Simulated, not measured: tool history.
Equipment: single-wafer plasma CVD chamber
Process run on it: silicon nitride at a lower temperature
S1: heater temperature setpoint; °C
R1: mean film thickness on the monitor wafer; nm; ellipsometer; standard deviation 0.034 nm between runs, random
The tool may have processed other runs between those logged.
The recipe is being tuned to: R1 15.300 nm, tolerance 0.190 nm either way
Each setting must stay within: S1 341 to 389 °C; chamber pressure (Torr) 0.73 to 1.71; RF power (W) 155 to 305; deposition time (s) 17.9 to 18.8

{"run": 1, "hour": 0.0, "S1": 365, "chamber pressure (Torr)": 1.22, "RF power (W)": 230, "deposition time (s)": 18.8, "R1": 17.466}
{"run": 2, "hour": 1.0, "S1": 365, "chamber pressure (Torr)": 1.43, "RF power (W)": 230, "deposition time (s)": 18.8, "R1": 18.209}
{"run": 3, "hour": 4.3, "S1": 357, "chamber pressure (Torr)": 1.43, "RF power (W)": 230, "deposition time (s)": 18.8, "R1": 18.292}
{"run": 4, "hour": 12.1, "S1": 357, "chamber pressure (Torr)": 1.33, "RF power (W)": 225, "deposition time (s)": 18.8, "R1": 17.691}
{"run": 5, "hour": 14.1, "S1": 357, "chamber pressure (Torr)": 1.33, "RF power (W)": 240, "deposition time (s)": 18.8, "R1": 18.362}
{"run": 6, "hour": 19.6, "S1": 357, "chamber pressure (Torr)": 1.24, "RF power (W)": 235, "deposition time (s)": 18.8, "R1": 17.928}
{"run": 7, "hour": 25.8, "S1": 357, "chamber pressure (Torr)": 1.0, "RF power (W)": 200, "deposition time (s)": 18.7, "R1": 14.953}
{"run": 8, "hour": 30.1, "S1": 357, "chamber pressure (Torr)": 1.01, "RF power (W)": 200, "deposition time (s)": 18.7, "R1": 15.017}
{"run": 9, "hour": 37.3, "S1": 357, "chamber pressure (Torr)": 1.02, "RF power (W)": 200, "deposition time (s)": 18.7, "R1": 15.075}

4 candidate next runs follow, results not yet known. Just one meets every target within its allowed miss. Identify it.
{"run": "A", "hour": 44.5, "S1": 362, "chamber pressure (Torr)": 1.37, "RF power (W)": 185, "deposition time (s)": 18.0, "R1": "?"}
{"run": "B", "hour": 44.5, "S1": 356, "chamber pressure (Torr)": 1.07, "RF power (W)": 195, "deposition time (s)": 18.4, "R1": "?"}
{"run": "C", "hour": 44.5, "S1": 363, "chamber pressure (Torr)": 1.16, "RF power (W)": 205, "deposition time (s)": 18.0, "R1": "?"}
{"run": "D", "hour": 44.5, "S1": 357, "chamber pressure (Torr)": 1.14, "RF power (W)": 190, "deposition time (s)": 18.6, "R1": "?"}

move=A R1=14.916
move=B R1=14.795
move=C R1=15.272
move=D R1=14.958
A: moves away from the targets compared with the last run
B: moves away from the targets compared with the last run
C: every result lands within tolerance
D: moves away from the targets compared with the last run
The move that meets every target is C.

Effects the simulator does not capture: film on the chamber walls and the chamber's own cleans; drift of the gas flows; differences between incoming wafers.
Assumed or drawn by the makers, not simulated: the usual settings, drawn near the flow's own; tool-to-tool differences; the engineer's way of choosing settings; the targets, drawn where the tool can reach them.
